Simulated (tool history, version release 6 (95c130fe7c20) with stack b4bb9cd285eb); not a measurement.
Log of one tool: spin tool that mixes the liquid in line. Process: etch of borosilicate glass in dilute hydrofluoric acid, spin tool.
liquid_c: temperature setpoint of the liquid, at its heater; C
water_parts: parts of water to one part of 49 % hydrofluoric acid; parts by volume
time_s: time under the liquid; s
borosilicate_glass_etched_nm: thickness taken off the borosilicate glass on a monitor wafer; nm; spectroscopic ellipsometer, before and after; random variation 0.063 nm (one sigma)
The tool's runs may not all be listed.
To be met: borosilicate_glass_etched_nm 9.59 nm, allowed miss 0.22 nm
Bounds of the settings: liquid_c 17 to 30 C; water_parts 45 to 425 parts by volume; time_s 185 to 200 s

run  hour  liquid_c  water_parts  time_s  borosilicate_glass_etched_nm
  1     0        22          235     185                        16.608
  2   1.6        22          235     200                        18.103
  3   7.7        22          235     185                        16.566
  4   9.4        22          195     185                        20.933
  5  16.5      20.5          230     185                         16.22
  6  21.1      20.5          230     185                        16.161
  7  27.4      19.5          255     185                        13.662
  8  30.7        19          270     185                        12.563
  9  39.6      18.5          285     185                        11.627
 10  47.5        18          295     185                        10.852

5 next moves are on the table. One of them brings every result within its allowed miss. Which?
  A  55.4        18          270     200                             ?
  B  55.4        17          305     185                             ?
  C  55.4      18.5          340     185                             ?
  D  55.4        18          325     185                             ?
  E  55.4        20          380     200                             ?

move  borosilicate_glass_etched_nm
   A                        12.982
   B                        9.9341
   C                        9.1505
   D                        9.5175
   E                        9.0309
A: further off than the last run
B: nearer than the last run, and not there yet
C: takes the result that was furthest off past its target
D: meets every target
E: takes the result that was furthest off past its target
Answer: D
